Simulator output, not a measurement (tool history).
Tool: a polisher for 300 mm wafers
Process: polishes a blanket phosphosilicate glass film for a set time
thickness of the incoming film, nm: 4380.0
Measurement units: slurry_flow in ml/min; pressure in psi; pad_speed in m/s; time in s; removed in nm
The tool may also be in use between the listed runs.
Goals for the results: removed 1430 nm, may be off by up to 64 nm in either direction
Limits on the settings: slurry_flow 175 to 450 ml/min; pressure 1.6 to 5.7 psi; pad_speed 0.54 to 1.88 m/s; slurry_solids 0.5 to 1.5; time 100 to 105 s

run	hour	slurry_flow	pressure	pad_speed	slurry_solids	time	removed
1	0	290	3.6	1.2	1	100	867.32
2	6.4	290	3	1.2	1	100	722.39
3	12.5	290	3	0.9	1	100	571.23
4	16.2	290	3.8	0.96	1	100	758.51
# hour 19.4: head pressure recalibrated
5	19.4	290	4.3	0.96	1	100	924.79
6	26.8	290	4.3	0.84	1	100	825.9
7	27.8	290	5.3	1.08	1	100	1243.6
8	30.1	290	5.4	1.1	1	100	1292.6
9	35.8	290	5.5	1.12	1	100	1297.4
10	39.1	290	5.6	1.14	1	100	1347.7

Exercise: of the 4 proposed moves below, exactly one satisfies all targets within the stated allowed misses. Which move is it?
A	42.4	290	5.3	1.22	0.9	100	?
B	42.4	240	5.3	1.4	0.9	100	?
C	42.4	345	5.4	1.14	0.9	100	?
D	42.4	215	5.3	1.5	0.9	105	?

move	removed
A	1286.5
B	1411.3
C	1258.4
D	1548.3
A: the biggest miss grows against the last run
B: every result within its allowed miss
C: the biggest miss grows against the last run
D: takes the result that was furthest off past its target
B meets every target.
